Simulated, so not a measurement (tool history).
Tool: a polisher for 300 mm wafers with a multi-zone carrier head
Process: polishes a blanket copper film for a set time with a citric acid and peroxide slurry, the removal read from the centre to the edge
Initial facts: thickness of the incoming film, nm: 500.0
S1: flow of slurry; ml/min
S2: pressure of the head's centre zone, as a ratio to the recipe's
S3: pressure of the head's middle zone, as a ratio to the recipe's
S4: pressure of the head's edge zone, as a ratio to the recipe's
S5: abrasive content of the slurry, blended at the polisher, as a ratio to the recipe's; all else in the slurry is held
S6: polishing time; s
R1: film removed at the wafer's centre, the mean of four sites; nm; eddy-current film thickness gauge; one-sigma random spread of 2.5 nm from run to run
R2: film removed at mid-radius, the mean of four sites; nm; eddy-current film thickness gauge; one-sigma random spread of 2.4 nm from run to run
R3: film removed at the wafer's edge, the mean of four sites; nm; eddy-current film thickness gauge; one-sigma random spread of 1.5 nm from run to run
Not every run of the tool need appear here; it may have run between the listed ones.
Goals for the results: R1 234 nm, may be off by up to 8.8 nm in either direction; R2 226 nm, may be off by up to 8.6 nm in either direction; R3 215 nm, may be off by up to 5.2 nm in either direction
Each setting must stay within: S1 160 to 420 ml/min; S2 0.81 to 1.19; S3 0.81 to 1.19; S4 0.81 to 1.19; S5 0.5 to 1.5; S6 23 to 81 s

run	hour	S1	S2	S3	S4	S5	S6	R1	R2	R3
1	0	270	1	1	1	1	52	157.54	162.43	161.39
2	3.2	270	1	1	1.08	1	52	160.87	156.89	166.09
3	7	280	1.02	1.03	1.09	1.1	53	166.42	172.8	174.88
4	14	280	1.02	1.03	1.09	1.1	41	129.61	134.58	135.72
5	15.9	290	1.05	1.03	1.09	1.15	45	149.96	150.07	150.94
6	24	300	1.08	1.04	1.1	1.2	47	159.72	157.99	159.08
7	30.5	310	1.1	1.05	1.1	1.25	49	179.05	170.48	169.52
8	35.6	315	1.11	1.07	1.11	1.3	50	181.81	182.88	175.55
9	36.2	325	1.13	1.07	1.12	1.35	51	194.71	183.56	181.36
10	37.8	325	1.13	1.07	1.12	1.35	51	193.18	188.77	181.64
11	44.7	330	1.14	1.07	1.13	1.4	52	197.64	189.81	185.39
12	51.2	335	1.15	1.08	1.14	1.4	53	203.01	196.1	190.25
13	52.1	335	1.16	1.08	1.14	1.4	54	216.12	193.38	195.82

Of the 4 settings listed for the next run, only one would bring every result within its allowed miss of target. Which one?
A	53	370	1.12	1.19	1.01	1.5	59	?	?	?
B	53	330	1.14	1.08	1.09	1.4	61	?	?	?
C	53	370	1.18	1.17	1.05	1.5	48	?	?	?
D	53	315	1.19	0.84	1.19	1.05	60	?	?	?

move	R1	R2	R3
A	230.29	243.64	204.28
B	235.44	225.47	214.24
C	197.43	195.25	169.43
D	223.72	166.53	205.27
A: pushes the last run's worst result past its target
B: meets every target
C: lands further from the targets than the last run did
D: lands further from the targets than the last run did
B is the move that brings every result within its allowed miss.
